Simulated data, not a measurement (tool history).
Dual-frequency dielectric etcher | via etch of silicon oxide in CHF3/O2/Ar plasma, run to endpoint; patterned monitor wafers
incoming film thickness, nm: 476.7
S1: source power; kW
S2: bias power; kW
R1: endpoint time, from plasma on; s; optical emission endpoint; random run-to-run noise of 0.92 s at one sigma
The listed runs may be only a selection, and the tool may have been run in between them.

run    day    S1     S2      R1
  1      0  0.78  0.207  217.01
  2  0.108  0.87  0.207   209.9
  3  0.225  0.74  0.194  227.11
  4  0.446  0.74  0.172     237
  5  0.667  0.67  0.171  245.08
  6  0.946  0.67    0.2  230.54
  7  1.271   0.6  0.193  243.67

For run 8, what comes out?
  8  1.325  0.56  0.192   ?

R1: 250.88 s

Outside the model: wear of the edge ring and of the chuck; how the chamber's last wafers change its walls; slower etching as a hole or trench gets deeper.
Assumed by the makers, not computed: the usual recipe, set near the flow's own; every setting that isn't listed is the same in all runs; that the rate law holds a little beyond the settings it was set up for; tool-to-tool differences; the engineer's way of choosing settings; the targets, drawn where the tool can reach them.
